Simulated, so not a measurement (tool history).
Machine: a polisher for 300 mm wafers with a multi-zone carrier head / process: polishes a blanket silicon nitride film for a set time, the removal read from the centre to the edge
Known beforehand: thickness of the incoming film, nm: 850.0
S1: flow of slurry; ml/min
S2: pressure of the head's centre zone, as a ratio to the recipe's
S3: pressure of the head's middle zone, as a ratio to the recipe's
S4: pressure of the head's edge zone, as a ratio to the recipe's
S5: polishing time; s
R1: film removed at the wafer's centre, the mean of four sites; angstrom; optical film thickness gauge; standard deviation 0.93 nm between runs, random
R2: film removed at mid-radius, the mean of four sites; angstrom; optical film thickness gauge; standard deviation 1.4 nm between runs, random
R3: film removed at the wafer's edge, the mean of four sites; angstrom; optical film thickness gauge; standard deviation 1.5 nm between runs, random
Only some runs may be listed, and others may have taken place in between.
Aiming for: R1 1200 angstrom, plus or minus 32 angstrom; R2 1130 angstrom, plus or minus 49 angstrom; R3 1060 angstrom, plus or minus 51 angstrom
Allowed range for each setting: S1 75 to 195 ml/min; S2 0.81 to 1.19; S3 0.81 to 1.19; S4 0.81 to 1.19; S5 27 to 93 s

run,hour,S1,S2,S3,S4,S5,R1,R2,R3
1,0,125,1,1,1,59,867.11,858.46,861.05
2,2.8,125,1,1,1,67,1004.1,968.23,995.25
3,6.7,100,1,1,1,67,912.99,919.63,955.42
4,11.1,120,1.01,1.02,1,67,990.98,980.38,1023.9
5,17.7,135,1.01,1.02,0.95,67,1030.9,1015.7,976.52
6,21.3,135,1.09,1.02,0.95,67,1106,1028.1,1000
7,28.6,145,1.09,1.03,0.95,67,1098.2,1025.4,1034.3
8,31.3,155,1.1,1.04,0.93,67,1131.7,1034.2,1007.1
9,33.2,160,1.1,1.06,0.93,67,1150.1,1067.4,1007.8
10,38,165,1.1,1.07,0.94,67,1153.8,1086.7,1008.8

Of the 5 settings listed for the next run, only one would bring every result within its allowed miss of target. Which one?
A,42.8,185,1.11,1.09,0.99,67,?,?,?
B,42.8,170,1.14,1.05,0.95,70,?,?,?
C,42.8,160,1.02,1.09,0.92,66,?,?,?
D,42.8,130,0.95,1.08,1.05,79,?,?,?
E,42.8,195,1.16,1.06,0.82,64,?,?,?

move,R1,R2,R3
A,1197.5,1147.4,1061.4
B,1264.6,1148.6,1076.6
C,1053.1,1102.7,991.54
D,1116.5,1254.5,1225.5
E,1206.5,1081.7,935.79
A: hits every target within its allowed miss
B: takes the biggest miss from the last run beyond its target
C: the biggest miss grows against the last run
D: the biggest miss grows against the last run
E: puts the biggest miss on target and leaves a different result outside tolerance
Go with A: it meets all targets.
